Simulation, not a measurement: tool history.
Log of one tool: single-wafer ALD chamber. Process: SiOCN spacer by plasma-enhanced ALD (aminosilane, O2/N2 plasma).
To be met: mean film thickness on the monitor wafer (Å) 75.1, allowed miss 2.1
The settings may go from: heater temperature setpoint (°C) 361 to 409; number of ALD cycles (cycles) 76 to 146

run  hour  heater temperature setpoint (°C)  number of ALD cycles (cycles)  mean film thickness on the monitor wafer (Å)
  1     0                               385                            111                                        66.389
  2   7.4                               374                            111                                        66.501
  3    10                               367                            111                                        65.843
  4  14.6                               367                             99                                        59.113
  5  17.1                               367                            102                                        60.818
  6  24.5                               367                            104                                            62
  7  28.8                               367                            106                                        63.244
  8  35.1                               367                            108                                        64.436
  9  41.3                               367                            110                                        65.763
 10    43                               367                            111                                         66.18
 11  44.5                               367                            112                                        66.632
 12  45.2                               367                            113                                        67.288
 13  51.7                               367                            114                                        68.128
 14  57.4                               367                            115                                        68.356
 15  61.6                               367                            116                                        69.348
 16  64.8                               367                            117                                        69.675
 17    73                               367                            118                                        70.534
 18  78.6                               367                            118                                        70.218
 19  79.2                               367                            119                                        70.994
 20  80.9                               367                            120                                        71.496

Which of these 4 next moves meets every target?
  A  82.6                               361                            125                                             ?
  B  82.6                               372                            112                                             ?
  C  82.6                               388                            117                                             ?
  D  82.6                               368                            112                                             ?

move  mean film thickness on the monitor wafer (Å)
   A                                        74.754
   B                                        66.979
   C                                        69.969
   D                                        66.979
A: meets every target
B: further off than the last run
C: further off than the last run
D: further off than the last run
The right move is A.

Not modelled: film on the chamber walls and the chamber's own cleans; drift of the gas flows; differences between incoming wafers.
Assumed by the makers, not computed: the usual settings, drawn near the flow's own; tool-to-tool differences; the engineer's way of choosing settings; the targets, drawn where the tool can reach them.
